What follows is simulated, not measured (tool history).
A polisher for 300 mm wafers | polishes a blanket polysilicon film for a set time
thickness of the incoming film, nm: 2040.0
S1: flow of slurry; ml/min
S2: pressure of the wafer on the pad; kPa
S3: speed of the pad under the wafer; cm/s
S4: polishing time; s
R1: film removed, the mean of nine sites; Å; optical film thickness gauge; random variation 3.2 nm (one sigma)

run,hour,S1,S2,S3,S4,R1
1,0,235,14.5,128,108,8770.9
2,1.8,235,14.5,128,113,9153.8
3,10.6,235,12.4,124,113,7814.8
4,19,235,13.8,124,113,8597.3
5,24.5,235,13.8,106,113,7284.3
6,27.5,235,17.2,106,113,8759.2
7,30.9,235,15.2,106,113,7901.3

Forecast run 8:
8,32.9,235,13.1,106,113,?

{"run 8": {"R1": 7030.7}}

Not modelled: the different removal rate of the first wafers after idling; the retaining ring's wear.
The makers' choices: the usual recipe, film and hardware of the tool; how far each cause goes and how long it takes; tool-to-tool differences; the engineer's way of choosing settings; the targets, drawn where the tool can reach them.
